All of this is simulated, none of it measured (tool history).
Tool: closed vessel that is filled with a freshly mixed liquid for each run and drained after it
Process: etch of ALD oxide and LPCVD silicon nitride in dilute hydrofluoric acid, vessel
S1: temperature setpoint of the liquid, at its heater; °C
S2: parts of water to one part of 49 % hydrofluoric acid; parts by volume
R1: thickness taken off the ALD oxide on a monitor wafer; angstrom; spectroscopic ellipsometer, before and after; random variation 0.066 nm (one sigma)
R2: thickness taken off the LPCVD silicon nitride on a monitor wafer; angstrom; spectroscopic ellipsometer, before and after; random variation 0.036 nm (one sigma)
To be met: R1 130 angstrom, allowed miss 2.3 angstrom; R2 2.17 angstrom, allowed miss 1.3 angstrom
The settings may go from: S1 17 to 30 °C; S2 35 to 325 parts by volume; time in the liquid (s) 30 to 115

Run 1, hour 0: S1 22 °C, S2 180 parts by volume, time in the liquid (s) 60. Result: R1 91.126 angstrom, R2 2.1184 angstrom.
Run 2, hour 4.7: S1 24.5 °C, S2 175 parts by volume, time in the liquid (s) 60. Result: R1 102.52 angstrom, R2 2.1364 angstrom.
Run 3, hour 10.1: S1 26 °C, S2 175 parts by volume, time in the liquid (s) 60. Result: R1 108.4 angstrom, R2 1.859 angstrom.
Run 4, hour 14.5: S1 26 °C, S2 175 parts by volume, time in the liquid (s) 70. Result: R1 127.33 angstrom, R2 2.1132 angstrom.
Run 5, hour 20.5: S1 23.5 °C, S2 175 parts by volume, time in the liquid (s) 70. Result: R1 116.56 angstrom, R2 2.2742 angstrom.
Run 6, hour 28.1: S1 22 °C, S2 175 parts by volume, time in the liquid (s) 70. Result: R1 108.51 angstrom, R2 1.1583 angstrom.
Run 7, hour 28.9: S1 25 °C, S2 160 parts by volume, time in the liquid (s) 70. Result: R1 135.65 angstrom, R2 2.063 angstrom.
Run 8, hour 32.7: S1 24.5 °C, S2 160 parts by volume, time in the liquid (s) 70. Result: R1 134.44 angstrom, R2 3.2088 angstrom.

4 next moves are on the table. One of them brings every result within its allowed miss. Which?
Run A, hour 36.5: S1 26 °C, S2 160 parts by volume, time in the liquid (s) 70. Result: R1 ?, R2 ?.
Run B, hour 36.5: S1 22.5 °C, S2 135 parts by volume, time in the liquid (s) 60. Result: R1 ?, R2 ?.
Run C, hour 36.5: S1 19.5 °C, S2 175 parts by volume, time in the liquid (s) 95. Result: R1 ?, R2 ?.
Run D, hour 36.5: S1 26.5 °C, S2 220 parts by volume, time in the liquid (s) 100. Result: R1 ?, R2 ?.

move      R1      R2
   A  141.85  3.1182
   B  129.76  2.5239
   C  135.02  2.5428
   D  140.11  3.3414
A: further off than the last run
B: meets every target
C: further off than the last run
D: further off than the last run
Move B is the one to make.

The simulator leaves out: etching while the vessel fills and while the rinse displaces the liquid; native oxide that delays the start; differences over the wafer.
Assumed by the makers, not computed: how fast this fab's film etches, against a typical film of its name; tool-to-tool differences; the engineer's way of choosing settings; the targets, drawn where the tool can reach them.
